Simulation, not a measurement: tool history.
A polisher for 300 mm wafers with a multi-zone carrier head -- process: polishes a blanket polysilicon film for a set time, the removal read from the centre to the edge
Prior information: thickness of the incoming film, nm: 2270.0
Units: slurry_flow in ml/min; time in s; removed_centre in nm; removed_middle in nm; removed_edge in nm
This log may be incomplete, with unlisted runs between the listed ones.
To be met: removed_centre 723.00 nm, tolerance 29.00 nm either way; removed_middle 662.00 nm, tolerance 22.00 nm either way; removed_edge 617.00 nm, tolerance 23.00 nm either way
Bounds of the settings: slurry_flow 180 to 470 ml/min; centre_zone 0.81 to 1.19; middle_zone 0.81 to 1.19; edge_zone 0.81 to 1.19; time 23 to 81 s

{"run": 1, "hour": 0.0, "slurry_flow": 300, "centre_zone": 1.0, "middle_zone": 1.0, "edge_zone": 1.0, "time": 52, "removed_centre": 446.16, "removed_middle": 463.79, "removed_edge": 468.53}
{"run": 2, "hour": 1.2, "slurry_flow": 305, "centre_zone": 1.02, "middle_zone": 1.01, "edge_zone": 1.0, "time": 54, "removed_centre": 481.18, "removed_middle": 476.08, "removed_edge": 497.55}
{"run": 3, "hour": 2.4, "slurry_flow": 310, "centre_zone": 1.03, "middle_zone": 1.03, "edge_zone": 0.98, "time": 55, "removed_centre": 494.82, "removed_middle": 497.36, "removed_edge": 491.2}
{"run": 4, "hour": 10.5, "slurry_flow": 315, "centre_zone": 1.05, "middle_zone": 1.05, "edge_zone": 0.99, "time": 56, "removed_centre": 503.96, "removed_middle": 520.06, "removed_edge": 504.28}
{"run": 5, "hour": 11.7, "slurry_flow": 315, "centre_zone": 1.11, "middle_zone": 1.05, "edge_zone": 0.99, "time": 56, "removed_centre": 526.06, "removed_middle": 512.42, "removed_edge": 501.54}
{"run": 6, "hour": 20.3, "slurry_flow": 315, "centre_zone": 1.15, "middle_zone": 1.05, "edge_zone": 0.99, "time": 56, "removed_centre": 539.17, "removed_middle": 512.32, "removed_edge": 503.83}
{"run": 7, "hour": 24.2, "slurry_flow": 320, "centre_zone": 1.15, "middle_zone": 1.05, "edge_zone": 0.98, "time": 57, "removed_centre": 544.06, "removed_middle": 527.7, "removed_edge": 509.07}
{"hour": 31.9, "done": "centre zone pressure recalibrated"}
{"run": 8, "hour": 31.9, "slurry_flow": 320, "centre_zone": 1.15, "middle_zone": 1.04, "edge_zone": 0.96, "time": 59, "removed_centre": 594.24, "removed_middle": 536.91, "removed_edge": 515.74}
{"run": 9, "hour": 35.1, "slurry_flow": 325, "centre_zone": 1.15, "middle_zone": 1.04, "edge_zone": 0.96, "time": 60, "removed_centre": 597.69, "removed_middle": 551.45, "removed_edge": 531.44}

Consider the 4 candidate settings below. Which is the only one whose results all fall within their allowed miss of target?
{"run": "A", "hour": 38.3, "slurry_flow": 315, "centre_zone": 1.08, "middle_zone": 1.16, "edge_zone": 1.08, "time": 45, "removed_centre": "?", "removed_middle": "?", "removed_edge": "?"}
{"run": "B", "hour": 38.3, "slurry_flow": 330, "centre_zone": 1.14, "middle_zone": 1.07, "edge_zone": 0.94, "time": 70, "removed_centre": "?", "removed_middle": "?", "removed_edge": "?"}
{"run": "C", "hour": 38.3, "slurry_flow": 335, "centre_zone": 1.19, "middle_zone": 0.81, "edge_zone": 1.04, "time": 63, "removed_centre": "?", "removed_middle": "?", "removed_edge": "?"}
{"run": "D", "hour": 38.3, "slurry_flow": 360, "centre_zone": 0.99, "middle_zone": 1.14, "edge_zone": 1.18, "time": 60, "removed_centre": "?", "removed_middle": "?", "removed_edge": "?"}

move=A removed_centre=436.43 removed_middle=446.80 removed_edge=423.27
move=B removed_centre=706.24 removed_middle=661.21 removed_edge=618.18
move=C removed_centre=653.98 removed_middle=499.80 removed_edge=586.22
move=D removed_centre=557.94 removed_middle=595.91 removed_edge=596.13
A: further off than the last run
B: each result inside its tolerance
C: further off than the last run
D: further off than the last run
B meets every target.
